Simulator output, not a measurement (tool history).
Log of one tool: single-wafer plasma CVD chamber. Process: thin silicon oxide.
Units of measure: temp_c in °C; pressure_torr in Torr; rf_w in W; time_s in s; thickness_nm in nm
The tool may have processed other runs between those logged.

run 1 hour=0.0 | temp_c=390 pressure_torr=0.962 rf_w=280 time_s=3.95 | thickness_nm=8.6605
run 2 hour=1.1 | temp_c=390 pressure_torr=1.010 rf_w=280 time_s=3.95 | thickness_nm=8.9323
run 3 hour=7.3 | temp_c=390 pressure_torr=1.010 rf_w=240 time_s=3.95 | thickness_nm=8.5452
run 4 hour=9.0 | temp_c=390 pressure_torr=1.063 rf_w=240 time_s=3.95 | thickness_nm=8.7847
run 5 hour=17.2 | temp_c=397 pressure_torr=1.063 rf_w=240 time_s=3.95 | thickness_nm=8.8022
run 6 hour=19.9 | temp_c=397 pressure_torr=1.112 rf_w=240 time_s=3.95 | thickness_nm=9.0054
run 7 hour=22.1 | temp_c=397 pressure_torr=1.153 rf_w=245 time_s=3.95 | thickness_nm=9.3596
run 8 hour=23.3 | temp_c=397 pressure_torr=1.187 rf_w=250 time_s=3.95 | thickness_nm=9.5097

What does the tool deliver on the next run?
run 9 hour=28.5 | temp_c=397 pressure_torr=1.215 rf_w=255 time_s=3.95 | thickness_nm=?

thickness_nm: 9.7324 nm

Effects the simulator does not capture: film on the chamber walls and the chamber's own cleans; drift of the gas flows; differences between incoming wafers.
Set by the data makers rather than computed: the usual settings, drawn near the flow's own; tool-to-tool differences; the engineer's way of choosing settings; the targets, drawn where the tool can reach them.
